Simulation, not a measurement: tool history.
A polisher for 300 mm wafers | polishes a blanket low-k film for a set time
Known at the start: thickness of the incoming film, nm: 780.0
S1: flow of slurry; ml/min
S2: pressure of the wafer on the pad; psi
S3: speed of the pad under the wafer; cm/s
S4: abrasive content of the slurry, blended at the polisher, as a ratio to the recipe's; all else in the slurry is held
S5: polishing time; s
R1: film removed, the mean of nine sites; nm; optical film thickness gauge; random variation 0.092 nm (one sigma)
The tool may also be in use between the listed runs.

run 1 hour=0 | S1=305 S2=1.5 S3=114 S4=1 S5=46 | R1=13.852
run 2 hour=4.6 | S1=305 S2=1.3 S3=114 S4=1 S5=46 | R1=12.328
run 3 hour=8.8 | S1=305 S2=1.3 S3=114 S4=1 S5=46 | R1=11.86
run 4 hour=15.4 | S1=305 S2=1.2 S3=112 S4=1 S5=46 | R1=11.003
run 5 hour=20.8 | S1=305 S2=1.2 S3=112 S4=1 S5=48 | R1=11.161
run 6 hour=25.1 | S1=305 S2=1.2 S3=112 S4=1.1 S5=48 | R1=11.779
run 7 hour=28.3 | S1=305 S2=1.1 S3=110 S4=1.1 S5=48 | R1=10.73
run 8 hour=35.2 | S1=305 S2=1.1 S3=108 S4=1.1 S5=48 | R1=10.549
run 9 hour=35.9 | S1=305 S2=1.1 S3=106 S4=1.1 S5=48 | R1=10.269

Forecast run 10:
run 10 hour=39.1 | S1=305 S2=1.1 S3=104 S4=1.1 S5=48 | R1=?

{"run 10": {"R1": 10.16}}
